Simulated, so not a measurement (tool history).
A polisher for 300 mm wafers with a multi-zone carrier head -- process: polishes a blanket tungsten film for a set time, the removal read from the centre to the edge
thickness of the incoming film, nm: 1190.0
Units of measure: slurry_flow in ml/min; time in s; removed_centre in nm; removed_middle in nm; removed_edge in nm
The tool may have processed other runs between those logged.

{"run": 1, "hour": 0.0, "slurry_flow": 255, "centre_zone": 1.0, "middle_zone": 1.0, "edge_zone": 1.0, "slurry_solids": 1.0, "time": 64, "removed_centre": 316.82, "removed_middle": 326.49, "removed_edge": 321.44}
{"run": 2, "hour": 6.0, "slurry_flow": 245, "centre_zone": 0.99, "middle_zone": 0.95, "edge_zone": 0.99, "slurry_solids": 0.95, "time": 64, "removed_centre": 299.07, "removed_middle": 312.58, "removed_edge": 304.04}
{"run": 3, "hour": 7.4, "slurry_flow": 300, "centre_zone": 0.99, "middle_zone": 0.95, "edge_zone": 0.99, "slurry_solids": 0.95, "time": 64, "removed_centre": 312.0, "removed_middle": 312.83, "removed_edge": 323.61}
{"run": 4, "hour": 12.5, "slurry_flow": 300, "centre_zone": 0.99, "middle_zone": 0.91, "edge_zone": 0.99, "slurry_solids": 0.95, "time": 64, "removed_centre": 316.11, "removed_middle": 301.61, "removed_edge": 323.44}
{"run": 5, "hour": 17.2, "slurry_flow": 300, "centre_zone": 1.04, "middle_zone": 0.91, "edge_zone": 0.99, "slurry_solids": 0.95, "time": 64, "removed_centre": 325.51, "removed_middle": 299.4, "removed_edge": 324.27}
{"run": 6, "hour": 25.7, "slurry_flow": 300, "centre_zone": 1.04, "middle_zone": 0.91, "edge_zone": 1.08, "slurry_solids": 0.95, "time": 64, "removed_centre": 324.84, "removed_middle": 302.95, "removed_edge": 334.37}
{"run": 7, "hour": 33.6, "slurry_flow": 295, "centre_zone": 1.03, "middle_zone": 0.89, "edge_zone": 1.08, "slurry_solids": 0.9, "time": 63, "removed_centre": 317.14, "removed_middle": 279.45, "removed_edge": 322.41}

Forecast run 8:
{"run": 8, "hour": 42.3, "slurry_flow": 275, "centre_zone": 1.01, "middle_zone": 0.88, "edge_zone": 1.07, "slurry_solids": 0.9, "time": 63, "removed_centre": "?", "removed_middle": "?", "removed_edge": "?"}

{"run 8": {"removed_centre": 304.48, "removed_middle": 280.54, "removed_edge": 315.54}}

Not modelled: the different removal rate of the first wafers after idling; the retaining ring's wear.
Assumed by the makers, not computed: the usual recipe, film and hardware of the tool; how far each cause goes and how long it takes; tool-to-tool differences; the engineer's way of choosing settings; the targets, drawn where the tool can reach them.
